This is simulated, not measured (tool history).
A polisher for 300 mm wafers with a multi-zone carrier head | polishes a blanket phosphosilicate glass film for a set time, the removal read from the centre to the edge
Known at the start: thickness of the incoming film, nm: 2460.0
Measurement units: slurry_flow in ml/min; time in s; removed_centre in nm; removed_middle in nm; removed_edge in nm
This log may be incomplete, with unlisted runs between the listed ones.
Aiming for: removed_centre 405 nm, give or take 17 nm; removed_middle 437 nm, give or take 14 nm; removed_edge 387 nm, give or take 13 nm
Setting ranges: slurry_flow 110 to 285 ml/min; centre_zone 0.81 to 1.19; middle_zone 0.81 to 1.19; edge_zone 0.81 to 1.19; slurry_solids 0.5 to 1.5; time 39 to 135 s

run	hour	slurry_flow	centre_zone	middle_zone	edge_zone	slurry_solids	time	removed_centre	removed_middle	removed_edge
1	0	180	1	1	1	1	87	749.12	738.72	729.52
2	5.4	180	1	1	1	0.8	87	648.75	644.13	646.72
3	13.1	180	1	1	1	0.8	72	544.02	535.76	530.36
4	16.8	180	0.99	1.02	0.96	0.7	71	476.75	492.06	474.99
5	18.7	180	0.99	1.02	0.96	0.7	86	584.74	600.54	568.82
6	23.9	175	0.98	1.02	0.92	0.65	83	524.42	550.21	505.67
7	32.9	165	0.97	1	0.89	0.6	82	476.69	494.51	460
8	35.6	155	0.96	1	0.87	0.6	82	470.35	490.7	446.51
9	37.7	145	0.94	0.99	0.85	0.6	82	448.83	481.12	443.93
10	39.9	145	0.94	0.99	0.84	0.55	81	414.84	439.74	404.35

Next run, 4 choices. One meets every target within its allowed miss, the rest don't. Which?
A	42.1	130	0.89	1.04	0.83	0.5	86	?	?	?
B	42.1	180	0.91	1	0.81	0.8	58	?	?	?
C	42.1	135	0.88	1.03	0.93	0.55	80	?	?	?
D	42.1	110	0.86	0.92	0.96	0.55	83	?	?	?

move	removed_centre	removed_middle	removed_edge
A	378.05	428.78	387.48
B	401.44	429.5	390.87
C	383.81	435.22	416.72
D	371.75	393.2	426.34
A: brings the last run's worst result on target, with another outside its allowed miss
B: each result inside its tolerance
C: its largest miss is bigger than the last run's
D: its largest miss is bigger than the last run's
B is the move that brings every result within its allowed miss.
